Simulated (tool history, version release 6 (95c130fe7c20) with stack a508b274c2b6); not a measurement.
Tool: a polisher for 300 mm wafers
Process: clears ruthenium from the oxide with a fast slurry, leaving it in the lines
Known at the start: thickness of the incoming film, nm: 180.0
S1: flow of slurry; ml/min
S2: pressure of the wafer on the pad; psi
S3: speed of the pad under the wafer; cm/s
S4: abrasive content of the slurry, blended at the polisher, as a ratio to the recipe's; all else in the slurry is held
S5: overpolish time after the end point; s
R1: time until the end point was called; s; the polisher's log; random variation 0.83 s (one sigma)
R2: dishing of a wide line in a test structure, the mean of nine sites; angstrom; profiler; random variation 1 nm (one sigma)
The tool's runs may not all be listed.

run	day	S1	S2	S3	S4	S5	R1	R2
1	0	185	3.3	120	1	20	35.312	806.45
2	0.254	145	3.3	120	1	20	36.595	766.13
3	0.562	140	2.8	110	1	22	44.906	731.59
4	0.783	140	2.4	98	1	22	55.365	612.1
5	1.05	140	2.1	90	1	23	66.051	571.72
6	1.396	140	1.9	86	1	23	72.925	511.42

Forecast run 7:
7	1.529	130	1.5	78	1	27	?	?

Run 7 gave R1 94.222 s, R2 465.46 angstrom.
